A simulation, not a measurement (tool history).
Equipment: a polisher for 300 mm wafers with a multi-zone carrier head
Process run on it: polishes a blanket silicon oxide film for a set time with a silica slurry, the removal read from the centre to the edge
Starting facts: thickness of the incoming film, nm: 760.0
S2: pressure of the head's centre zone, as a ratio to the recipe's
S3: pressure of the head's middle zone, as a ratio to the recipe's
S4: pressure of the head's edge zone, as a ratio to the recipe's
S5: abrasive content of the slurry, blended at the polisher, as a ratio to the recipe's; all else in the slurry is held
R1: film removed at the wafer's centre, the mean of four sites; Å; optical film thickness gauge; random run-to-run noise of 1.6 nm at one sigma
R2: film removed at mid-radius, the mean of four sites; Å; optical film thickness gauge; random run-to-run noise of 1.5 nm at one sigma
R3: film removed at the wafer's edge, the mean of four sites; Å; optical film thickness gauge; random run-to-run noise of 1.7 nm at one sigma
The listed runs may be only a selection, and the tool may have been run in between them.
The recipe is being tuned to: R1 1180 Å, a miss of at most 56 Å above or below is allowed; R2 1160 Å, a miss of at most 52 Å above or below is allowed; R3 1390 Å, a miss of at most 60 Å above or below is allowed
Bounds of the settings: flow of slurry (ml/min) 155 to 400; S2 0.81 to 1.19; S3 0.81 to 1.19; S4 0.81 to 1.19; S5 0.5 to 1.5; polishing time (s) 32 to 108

Run 1, hour 0: flow of slurry (ml/min) 255, S2 1, S3 1, S4 1, S5 1, polishing time (s) 70. Result: R1 2585.9 Å, R2 2529.8 Å, R3 2510.2 Å.
Run 2, hour 0.9: flow of slurry (ml/min) 255, S2 1, S3 1.08, S4 1, S5 1, polishing time (s) 70. Result: R1 2557.9 Å, R2 2707.8 Å, R3 2498.4 Å.
Run 3, hour 4.9: flow of slurry (ml/min) 255, S2 1, S3 1.08, S4 1, S5 1, polishing time (s) 81. Result: R1 2939.8 Å, R2 3140.1 Å, R3 2935.9 Å.
Run 4, hour 13.6: flow of slurry (ml/min) 240, S2 0.95, S3 1, S4 1.04, S5 0.85, polishing time (s) 68. Result: R1 2244.5 Å, R2 2370 Å, R3 2298.1 Å.
Run 5, hour 16.6: flow of slurry (ml/min) 215, S2 0.92, S3 0.94, S4 1.09, S5 0.8, polishing time (s) 56. Result: R1 1708.1 Å, R2 1793.3 Å, R3 1915 Å.
Run 6, hour 25: flow of slurry (ml/min) 215, S2 0.92, S3 0.87, S4 1.09, S5 0.8, polishing time (s) 56. Result: R1 1728 Å, R2 1645 Å, R3 1939 Å.
Run 7, hour 32.5: flow of slurry (ml/min) 210, S2 0.9, S3 0.86, S4 1.08, S5 0.7, polishing time (s) 52. Result: R1 1508.5 Å, R2 1437.4 Å, R3 1696.9 Å.
Run 8, hour 37.7: flow of slurry (ml/min) 205, S2 0.87, S3 0.85, S4 1.07, S5 0.65, polishing time (s) 51. Result: R1 1389 Å, R2 1362.3 Å, R3 1612 Å.

Consider the 5 candidate settings below. Which is the only one whose results all fall within their allowed miss of target?
Run A, hour 42.9: flow of slurry (ml/min) 260, S2 0.96, S3 0.86, S4 1.04, S5 0.7, polishing time (s) 42. Result: R1 ?, R2 ?, R3 ?.
Run B, hour 42.9: flow of slurry (ml/min) 195, S2 0.81, S3 0.89, S4 1.04, S5 0.5, polishing time (s) 47. Result: R1 ?, R2 ?, R3 ?.
Run C, hour 42.9: flow of slurry (ml/min) 215, S2 0.92, S3 0.96, S4 0.95, S5 0.9, polishing time (s) 39. Result: R1 ?, R2 ?, R3 ?.
Run D, hour 42.9: flow of slurry (ml/min) 245, S2 0.87, S3 0.84, S4 1.1, S5 1, polishing time (s) 37. Result: R1 ?, R2 ?, R3 ?.
Run E, hour 42.9: flow of slurry (ml/min) 220, S2 0.94, S3 0.91, S4 1.06, S5 0.7, polishing time (s) 61. Result: R1 ?, R2 ?, R3 ?.

move      R1      R2      R3
   A  1326.1  1211.7  1351.8
   B  1111.3  1211.7  1321.6
   C    1270    1321  1291.1
   D  1205.5  1176.8  1378.3
   E  1860.3  1816.3  1958.1
A: brings the result that was furthest off to its target, and leaves another outside
B: brings the result that was furthest off to its target, and leaves another outside
C: nearer than the last run, and not there yet
D: every result within its allowed miss
E: the biggest miss grows against the last run
Move D is the one to make.

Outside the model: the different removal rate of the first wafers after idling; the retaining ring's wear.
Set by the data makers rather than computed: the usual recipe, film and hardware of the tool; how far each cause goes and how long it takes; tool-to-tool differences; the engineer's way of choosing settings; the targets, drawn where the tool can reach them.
